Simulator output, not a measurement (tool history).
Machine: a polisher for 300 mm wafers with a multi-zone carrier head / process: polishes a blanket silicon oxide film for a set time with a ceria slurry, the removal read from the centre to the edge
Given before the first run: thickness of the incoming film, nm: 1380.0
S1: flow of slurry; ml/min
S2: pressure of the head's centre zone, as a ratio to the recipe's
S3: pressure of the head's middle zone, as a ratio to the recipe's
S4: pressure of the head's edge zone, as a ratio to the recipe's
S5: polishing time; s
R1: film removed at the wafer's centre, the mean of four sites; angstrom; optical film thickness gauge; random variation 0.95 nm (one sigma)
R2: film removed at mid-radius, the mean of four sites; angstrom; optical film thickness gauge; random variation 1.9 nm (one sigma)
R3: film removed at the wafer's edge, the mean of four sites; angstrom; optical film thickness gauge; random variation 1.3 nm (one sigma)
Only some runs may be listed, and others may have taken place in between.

run 1 hour=0 | S1=175 S2=1 S3=1 S4=1 S5=42 | R1=1545.9 R2=1572.1 R3=1597
run 2 hour=1.6 | S1=165 S2=0.98 S3=0.99 S4=1 S5=42 | R1=1465 R2=1506.2 R3=1564.5
run 3 hour=9.4 | S1=165 S2=0.98 S3=0.99 S4=0.94 S5=42 | R1=1464.1 R2=1505.7 R3=1546.6
run 4 hour=15.7 | S1=165 S2=0.98 S3=0.93 S4=0.94 S5=42 | R1=1468.4 R2=1466.6 R3=1511.4
run 5 hour=20 | S1=155 S2=0.97 S3=0.93 S4=0.96 S5=42 | R1=1432.3 R2=1424.6 R3=1537.4
run 6 hour=27.5 | S1=155 S2=0.91 S3=0.93 S4=0.96 S5=42 | R1=1338 R2=1455 R3=1529.7

The next listed run, before its measurement:
run 7 hour=36.1 | S1=150 S2=0.91 S3=0.92 S4=0.97 S5=42 | R1=? R2=? R3=?

{"run 7": {"R1": 1340.1, "R2": 1375.8, "R3": 1513.3}}
